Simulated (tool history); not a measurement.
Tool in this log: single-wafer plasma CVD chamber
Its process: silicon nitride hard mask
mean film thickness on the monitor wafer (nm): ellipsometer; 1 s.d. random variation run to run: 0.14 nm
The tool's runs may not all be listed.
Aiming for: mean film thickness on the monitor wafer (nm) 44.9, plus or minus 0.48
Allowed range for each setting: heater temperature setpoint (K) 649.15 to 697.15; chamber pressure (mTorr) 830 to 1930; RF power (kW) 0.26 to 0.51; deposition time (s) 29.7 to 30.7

| run | day | heater temperature setpoint (K) | chamber pressure (mTorr) | RF power (kW) | deposition time (s) | mean film thickness on the monitor wafer (nm) |
|---|---|---|---|---|---|---|
| 1 | 0 | 673.15 | 1380 | 0.385 | 29.7 | 41.94 |
| 2 | 0.121 | 673.15 | 1440 | 0.385 | 29.7 | 42.098 |
| 3 | 0.238 | 673.15 | 1540 | 0.385 | 29.7 | 42.903 |
| 4 | 0.283 | 673.15 | 1590 | 0.385 | 29.7 | 43.077 |
| 5 | 0.475 | 673.15 | 1680 | 0.385 | 29.7 | 43.757 |
| 6 | 0.654 | 673.15 | 1550 | 0.385 | 29.7 | 42.932 |
| 7 | 0.775 | 673.15 | 1600 | 0.385 | 29.7 | 43.306 |
| 8 | 1.029 | 673.15 | 1600 | 0.385 | 29.7 | 43.379 |
| 9 | 1.242 | 673.15 | 1640 | 0.385 | 29.7 | 43.557 |
| 10 | 1.35 | 673.15 | 1670 | 0.385 | 29.7 | 43.507 |
| 11 | 1.425 | 673.15 | 1710 | 0.385 | 29.7 | 43.897 |
| 12 | 1.729 | 673.15 | 1740 | 0.385 | 29.7 | 44.001 |
| 13 | 1.942 | 673.15 | 1770 | 0.385 | 29.7 | 44.362 |
|  | 2.217 | capacitance manometer re-zeroed and calibrated |
| 14 | 2.217 | 673.15 | 1830 | 0.385 | 29.7 | 44.193 |
| 15 | 2.321 | 673.15 | 1850 | 0.385 | 29.7 | 44.4 |
| 16 | 2.521 | 673.15 | 1850 | 0.385 | 29.7 | 44.512 |
| 17 | 2.779 | 673.15 | 1860 | 0.385 | 29.7 | 44.097 |
| 18 | 2.938 | 673.15 | 1870 | 0.385 | 29.7 | 44.422 |

Consider the 4 candidate settings below. Which is the only one whose results all fall within their allowed miss of target?
| A | 3.096 | 668.15 | 1700 | 0.37 | 30.4 | ? |
| B | 3.096 | 672.15 | 1740 | 0.375 | 29.9 | ? |
| C | 3.096 | 672.15 | 1840 | 0.385 | 30.2 | ? |
| D | 3.096 | 667.15 | 1860 | 0.365 | 30.4 | ? |

| move | mean film thickness on the monitor wafer (nm) |
|---|---|
| A | 43.716 |
| B | 43.543 |
| C | 45.299 |
| D | 44.176 |
A: misses by more than the last run did
B: misses by more than the last run did
C: all results in spec
D: misses by more than the last run did
Go with C: it meets all targets.
